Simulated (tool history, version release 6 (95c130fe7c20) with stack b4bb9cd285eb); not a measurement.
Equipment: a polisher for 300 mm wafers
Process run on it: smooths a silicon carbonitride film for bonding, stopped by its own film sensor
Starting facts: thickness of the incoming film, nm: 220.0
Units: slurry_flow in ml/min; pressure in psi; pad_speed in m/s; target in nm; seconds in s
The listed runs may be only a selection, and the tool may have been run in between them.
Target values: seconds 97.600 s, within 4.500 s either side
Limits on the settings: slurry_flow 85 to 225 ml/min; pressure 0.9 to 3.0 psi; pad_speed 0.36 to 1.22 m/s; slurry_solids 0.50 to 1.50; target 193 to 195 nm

run,hour,slurry_flow,pressure,pad_speed,slurry_solids,target,seconds
1,0.0,145,1.9,0.78,1.00,195,139.980
2,2.1,145,1.9,0.78,1.20,195,126.640
3,8.7,115,1.9,0.78,1.20,195,131.440
4,16.2,115,2.3,0.78,1.20,195,111.270
5,17.3,115,2.8,0.78,1.20,195,87.842
6,25.1,115,3.0,0.78,1.20,195,84.889
7,27.7,115,2.8,0.78,1.20,195,90.268
8,30.4,115,2.7,0.78,1.20,195,91.519

Which single option among these 5 for the next run brings every result within its allowed miss of target? Just one does.
A,33.1,115,2.5,0.84,1.15,195,?
B,33.1,140,2.8,0.76,1.25,194,?
C,33.1,145,2.9,0.84,1.05,193,?
D,33.1,115,3.0,0.52,1.35,193,?
E,33.1,110,2.5,0.88,1.05,194,?

move,seconds
A,96.560
B,87.698
C,89.826
D,106.670
E,103.560
A: meets every target
B: misses by more than the last run did
C: misses by more than the last run did
D: takes the result that was furthest off past its target
E: takes the result that was furthest off past its target
Correct choice: A, which meets every target
